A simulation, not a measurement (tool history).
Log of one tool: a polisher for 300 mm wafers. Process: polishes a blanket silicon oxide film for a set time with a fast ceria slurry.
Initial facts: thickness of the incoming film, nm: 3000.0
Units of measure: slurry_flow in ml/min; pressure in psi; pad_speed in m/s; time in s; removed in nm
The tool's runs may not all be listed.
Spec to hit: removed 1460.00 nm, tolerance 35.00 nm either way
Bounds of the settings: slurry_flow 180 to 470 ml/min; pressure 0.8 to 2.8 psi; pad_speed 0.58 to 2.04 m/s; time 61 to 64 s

| run | day | slurry_flow | pressure | pad_speed | time | removed |
|---|---|---|---|---|---|---|
| 1 | 0.000 | 300 | 1.8 | 1.30 | 61 | 872.05 |
| 2 | 0.192 | 300 | 1.6 | 1.30 | 61 | 782.16 |
| 3 | 0.383 | 300 | 1.6 | 1.30 | 61 | 777.74 |
| 4 | 0.612 | 305 | 2.0 | 1.30 | 61 | 970.71 |
| 5 | 0.867 | 305 | 2.0 | 1.30 | 64 | 1027.60 |
| 6 | 0.892 | 305 | 2.0 | 1.08 | 64 | 853.89 |
| 7 | 1.162 | 310 | 2.3 | 1.12 | 64 | 1019.90 |
| 8 | 1.425 | 310 | 2.5 | 1.16 | 64 | 1139.40 |
| 9 | 1.704 | 315 | 2.6 | 1.20 | 64 | 1224.80 |
| 10 | 1.938 | 315 | 2.7 | 1.24 | 64 | 1326.30 |
| 11 | 2.142 | 315 | 2.7 | 1.26 | 64 | 1341.70 |
| 12 | 2.254 | 315 | 2.7 | 1.28 | 64 | 1365.80 |

4 candidate next runs follow, results not yet known. Just one meets every target within its allowed miss. Identify it.
| A | 2.367 | 240 | 2.5 | 1.64 | 64 | ? |
| B | 2.367 | 380 | 2.5 | 1.46 | 64 | ? |
| C | 2.367 | 235 | 2.8 | 1.28 | 63 | ? |
| D | 2.367 | 285 | 2.8 | 1.26 | 64 | ? |

| move | removed |
|---|---|
| A | 1550.00 |
| B | 1447.90 |
| C | 1336.00 |
| D | 1367.00 |
A: carries the result that was furthest off beyond its target, to the other side
B: meets every target
C: misses by more than the last run did
D: no nearer and no further than the last run
The move that meets every target is B.
